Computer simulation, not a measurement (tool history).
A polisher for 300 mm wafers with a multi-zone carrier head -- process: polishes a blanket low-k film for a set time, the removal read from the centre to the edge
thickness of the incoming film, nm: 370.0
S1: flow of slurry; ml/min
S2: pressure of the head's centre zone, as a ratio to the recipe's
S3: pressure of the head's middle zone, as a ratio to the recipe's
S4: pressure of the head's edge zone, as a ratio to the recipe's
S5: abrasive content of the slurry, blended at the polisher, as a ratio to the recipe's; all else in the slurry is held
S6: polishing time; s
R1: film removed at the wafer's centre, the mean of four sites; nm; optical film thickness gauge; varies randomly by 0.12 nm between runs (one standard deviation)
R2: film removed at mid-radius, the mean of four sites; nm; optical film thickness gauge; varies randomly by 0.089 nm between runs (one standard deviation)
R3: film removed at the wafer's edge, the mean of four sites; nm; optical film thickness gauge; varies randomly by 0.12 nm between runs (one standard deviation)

| run | hour | S1 | S2 | S3 | S4 | S5 | S6 | R1 | R2 | R3 |
|---|---|---|---|---|---|---|---|---|---|---|
| 1 | 0.0 | 150 | 1.00 | 1.00 | 1.00 | 1.00 | 55 | 17.5130 | 16.6790 | 16.8390 |
| 2 | 7.3 | 145 | 0.99 | 0.99 | 0.98 | 0.90 | 51 | 15.3250 | 14.3580 | 14.9060 |
| 3 | 12.7 | 145 | 0.99 | 1.00 | 0.96 | 0.80 | 48 | 13.3580 | 12.4640 | 12.8690 |
| 4 | 20.2 | 145 | 0.98 | 1.00 | 0.94 | 0.75 | 47 | 12.3000 | 11.9550 | 11.9280 |
| 5 | 29.1 | 145 | 0.98 | 0.99 | 0.92 | 0.70 | 46 | 11.5440 | 10.8320 | 10.9550 |
| 6 | 31.9 | 145 | 0.97 | 0.98 | 0.90 | 0.65 | 46 | 11.0510 | 10.1450 | 10.4150 |
| 7 | 35.8 | 145 | 0.96 | 0.98 | 0.88 | 0.65 | 46 | 10.8640 | 10.3240 | 10.3290 |
| 8 | 42.9 | 140 | 0.95 | 0.97 | 0.87 | 0.65 | 46 | 10.9610 | 10.2080 | 10.3410 |
| 9 | 50.5 | 140 | 0.94 | 0.97 | 0.87 | 0.60 | 46 | 10.0110 | 9.5443 | 9.6627 |
| 10 | 59.5 | 135 | 0.94 | 0.96 | 0.86 | 0.60 | 46 | 9.9155 | 9.4580 | 9.6703 |
| 11 | 62.3 | 130 | 0.94 | 0.96 | 0.85 | 0.60 | 46 | 9.9409 | 9.4641 | 9.4844 |

Run 12 comes next. What will it give?
| 12 | 70.1 | 125 | 0.94 | 0.95 | 0.84 | 0.60 | 46 | ? | ? | ? |

Run 12 came out at R1 9.7423 nm, R2 9.0549 nm, R3 9.2776 nm.
